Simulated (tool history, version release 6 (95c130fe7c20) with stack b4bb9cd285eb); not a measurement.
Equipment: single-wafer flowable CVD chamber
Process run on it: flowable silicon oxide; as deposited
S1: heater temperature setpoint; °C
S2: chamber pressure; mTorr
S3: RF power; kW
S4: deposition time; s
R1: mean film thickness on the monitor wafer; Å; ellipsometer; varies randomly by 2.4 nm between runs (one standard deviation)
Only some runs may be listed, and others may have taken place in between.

run 1 hour=0 | S1=105 S2=1090 S3=2.695 S4=1175 | R1=9121.7
run 2 hour=1.5 | S1=110 S2=1090 S3=2.695 S4=1175 | R1=7541.2
run 3 hour=4.6 | S1=110 S2=1170 S3=2.695 S4=1175 | R1=8110.8
run 4 hour=5.7 | S1=110 S2=1070 S3=2.695 S4=1175 | R1=7397.3
run 5 hour=9 | S1=110 S2=900 S3=2.695 S4=1175 | R1=6215.9
run 6 hour=17.9 | S1=110 S2=1090 S3=2.695 S4=1175 | R1=7530.4
run 7 hour=23.3 | S1=113 S2=1090 S3=2.695 S4=1175 | R1=6776.7

Run 8, settings as shown, results not yet in. Your forecast:
run 8 hour=25.8 | S1=115 S2=1090 S3=2.695 S4=1175 | R1=?

{"run 8": {"R1": 6301.7}}
